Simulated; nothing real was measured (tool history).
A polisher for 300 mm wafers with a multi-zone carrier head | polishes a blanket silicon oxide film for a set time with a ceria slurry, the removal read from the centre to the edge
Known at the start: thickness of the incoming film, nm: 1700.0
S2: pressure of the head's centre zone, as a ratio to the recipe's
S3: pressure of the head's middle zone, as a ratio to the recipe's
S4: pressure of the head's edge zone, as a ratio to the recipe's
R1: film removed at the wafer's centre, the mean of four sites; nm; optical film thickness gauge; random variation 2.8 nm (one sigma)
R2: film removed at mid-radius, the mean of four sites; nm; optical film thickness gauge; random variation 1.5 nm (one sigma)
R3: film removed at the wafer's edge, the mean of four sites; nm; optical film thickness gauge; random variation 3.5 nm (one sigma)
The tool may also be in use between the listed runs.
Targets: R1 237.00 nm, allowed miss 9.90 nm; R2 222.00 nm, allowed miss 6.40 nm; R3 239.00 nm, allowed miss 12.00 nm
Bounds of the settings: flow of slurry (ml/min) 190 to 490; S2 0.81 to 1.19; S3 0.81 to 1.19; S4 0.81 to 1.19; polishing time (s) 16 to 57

{"run": 1, "hour": 0.0, "flow of slurry (ml/min)": 315, "S2": 1.0, "S3": 1.0, "S4": 1.0, "polishing time (s)": 36, "R1": 302.48, "R2": 294.21, "R3": 293.58}
{"run": 2, "hour": 4.4, "flow of slurry (ml/min)": 240, "S2": 1.0, "S3": 1.0, "S4": 1.0, "polishing time (s)": 36, "R1": 297.13, "R2": 290.11, "R3": 280.11}
{"run": 3, "hour": 6.9, "flow of slurry (ml/min)": 235, "S2": 0.98, "S3": 0.97, "S4": 0.99, "polishing time (s)": 35, "R1": 273.19, "R2": 273.72, "R3": 272.77}
{"run": 4, "hour": 10.1, "flow of slurry (ml/min)": 235, "S2": 1.02, "S3": 0.97, "S4": 0.99, "polishing time (s)": 35, "R1": 281.36, "R2": 274.35, "R3": 272.88}
{"hour": 11.7, "done": "edge zone pressure recalibrated"}
{"run": 5, "hour": 11.7, "flow of slurry (ml/min)": 235, "S2": 0.97, "S3": 0.97, "S4": 0.99, "polishing time (s)": 35, "R1": 280.04, "R2": 274.79, "R3": 287.09}
{"run": 6, "hour": 15.9, "flow of slurry (ml/min)": 265, "S2": 0.97, "S3": 0.97, "S4": 0.99, "polishing time (s)": 35, "R1": 279.45, "R2": 279.81, "R3": 292.91}
{"run": 7, "hour": 22.7, "flow of slurry (ml/min)": 255, "S2": 0.99, "S3": 0.95, "S4": 0.99, "polishing time (s)": 34, "R1": 279.41, "R2": 265.15, "R3": 274.91}
{"run": 8, "hour": 23.5, "flow of slurry (ml/min)": 245, "S2": 0.98, "S3": 0.94, "S4": 0.98, "polishing time (s)": 33, "R1": 261.17, "R2": 253.83, "R3": 277.4}
{"run": 9, "hour": 32.3, "flow of slurry (ml/min)": 235, "S2": 0.99, "S3": 0.94, "S4": 0.98, "polishing time (s)": 32, "R1": 258.82, "R2": 244.0, "R3": 258.4}

Which of these 5 next moves meets every target?
{"run": "A", "hour": 41.1, "flow of slurry (ml/min)": 245, "S2": 0.86, "S3": 0.91, "S4": 0.95, "polishing time (s)": 31, "R1": "?", "R2": "?", "R3": "?"}
{"run": "B", "hour": 41.1, "flow of slurry (ml/min)": 310, "S2": 1.16, "S3": 0.9, "S4": 0.92, "polishing time (s)": 30, "R1": "?", "R2": "?", "R3": "?"}
{"run": "C", "hour": 41.1, "flow of slurry (ml/min)": 240, "S2": 0.88, "S3": 0.87, "S4": 1.04, "polishing time (s)": 32, "R1": "?", "R2": "?", "R3": "?"}
{"run": "D", "hour": 41.1, "flow of slurry (ml/min)": 265, "S2": 0.98, "S3": 0.93, "S4": 0.98, "polishing time (s)": 29, "R1": "?", "R2": "?", "R3": "?"}
{"run": "E", "hour": 41.1, "flow of slurry (ml/min)": 195, "S2": 1.06, "S3": 0.87, "S4": 1.0, "polishing time (s)": 32, "R1": "?", "R2": "?", "R3": "?"}

move=A R1=214.06 R2=229.95 R3=247.45
move=B R1=285.48 R2=224.03 R3=239.09
move=C R1=225.69 R2=228.27 R3=266.63
move=D R1=229.99 R2=220.21 R3=235.94
move=E R1=267.23 R2=224.26 R3=258.28
A: nearer than the last run, and not there yet
B: brings the result that was furthest off to its target, and leaves another outside
C: brings the result that was furthest off to its target, and leaves another outside
D: meets every target
E: brings the result that was furthest off to its target, and leaves another outside
Answer: D
